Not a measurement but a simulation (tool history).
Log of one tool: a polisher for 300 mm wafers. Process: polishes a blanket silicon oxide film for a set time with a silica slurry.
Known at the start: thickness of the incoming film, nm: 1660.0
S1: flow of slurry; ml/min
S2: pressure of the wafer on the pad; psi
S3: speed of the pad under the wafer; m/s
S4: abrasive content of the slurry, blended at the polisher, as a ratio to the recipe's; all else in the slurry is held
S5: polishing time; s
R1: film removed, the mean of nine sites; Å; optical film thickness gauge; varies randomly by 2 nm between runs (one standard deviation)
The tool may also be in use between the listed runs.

| run | hour | S1 | S2 | S3 | S4 | S5 | R1 |
|---|---|---|---|---|---|---|---|
| 1 | 0.0 | 155 | 3.4 | 0.94 | 1.0 | 129 | 2762.6 |
| 2 | 7.0 | 150 | 3.0 | 0.94 | 1.0 | 129 | 2448.7 |
| 3 | 15.0 | 130 | 3.0 | 0.94 | 1.0 | 129 | 2415.8 |
| 4 | 17.5 | 130 | 2.5 | 0.94 | 1.0 | 129 | 2033.5 |
| 5 | 21.5 | 130 | 2.5 | 0.94 | 1.1 | 129 | 2106.4 |
| 6 | 24.9 | 130 | 2.5 | 0.94 | 1.1 | 129 | 2131.8 |
| 7 | 26.1 | 125 | 2.0 | 0.94 | 1.1 | 129 | 1680.9 |

Predict the results of run 8:
| 8 | 30.4 | 125 | 2.1 | 0.94 | 1.1 | 129 | ? |

R1: 1726.1 Å
